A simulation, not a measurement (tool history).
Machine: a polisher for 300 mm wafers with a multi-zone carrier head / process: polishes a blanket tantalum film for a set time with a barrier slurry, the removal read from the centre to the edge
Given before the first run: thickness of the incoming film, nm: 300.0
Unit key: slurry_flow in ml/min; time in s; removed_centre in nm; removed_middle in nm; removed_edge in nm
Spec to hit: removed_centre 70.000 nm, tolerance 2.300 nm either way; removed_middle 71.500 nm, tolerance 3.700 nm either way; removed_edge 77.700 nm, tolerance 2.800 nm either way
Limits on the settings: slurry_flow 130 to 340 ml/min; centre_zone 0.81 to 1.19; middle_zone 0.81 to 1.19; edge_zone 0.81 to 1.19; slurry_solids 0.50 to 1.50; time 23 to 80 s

run  hour  slurry_flow  centre_zone  middle_zone  edge_zone  slurry_solids  time  removed_centre  removed_middle  removed_edge
  1   0.0          220         1.00         1.00       1.00           1.00    51          66.369          65.919        66.522
  2   2.8          225         1.00         1.00       1.03           1.05    51          67.645          67.086        67.697
  3   4.5          200         1.00         1.00       1.03           1.05    51          65.235          66.340        66.709
  4  11.5          170         1.00         1.00       1.03           1.05    51          63.482          62.319        65.229
  5  14.2          170         1.00         1.04       1.03           1.05    51          63.358          65.865        65.594
  6  21.1          170         1.00         1.04       0.95           1.05    51          64.397          64.756        62.132
  7  25.0          185         1.00         1.03       0.99           1.10    51          65.947          66.301        65.691
  8  33.4          195         1.00         1.02       1.02           1.15    51          66.928          68.152        67.349
  9  42.2          200         1.00         1.01       1.05           1.15    51          68.006          66.650        70.903
 10  44.4          205         1.00         1.02       1.06           1.15    51          68.039          67.744        69.232
 11  50.0          210         0.99         1.02       1.08           1.20    51          67.057          66.717        71.753
 12  58.9          215         0.99         1.03       1.09           1.20    51          68.442          69.557        72.289
 13  60.6          220         0.99         1.03       1.10           1.20    51          68.838          70.965        71.678

Next run, 5 choices. One meets every target within its allowed miss, the rest don't. Which?
  A  62.3          265         1.00         1.05       1.03           1.20    50               ?               ?             ?
  B  62.3          245         0.96         1.05       0.93           0.75    59               ?               ?             ?
  C  62.3          160         0.94         0.99       1.07           1.05    59               ?               ?             ?
  D  62.3          200         0.84         0.98       1.18           1.05    58               ?               ?             ?
  E  62.3          255         1.08         1.19       1.07           1.10    50               ?               ?             ?

move  removed_centre  removed_middle  removed_edge
   A          69.471          71.576        68.715
   B          69.150          73.963        67.758
   C          68.682          71.842        75.463
   D          64.128          73.004        80.401
   E          72.572          77.679        68.228
A: its largest miss is bigger than the last run's
B: its largest miss is bigger than the last run's
C: every result lands within tolerance
D: puts the biggest miss on target and leaves a different result outside tolerance
E: its largest miss is bigger than the last run's
So the answer is move C, the one that meets all the targets.
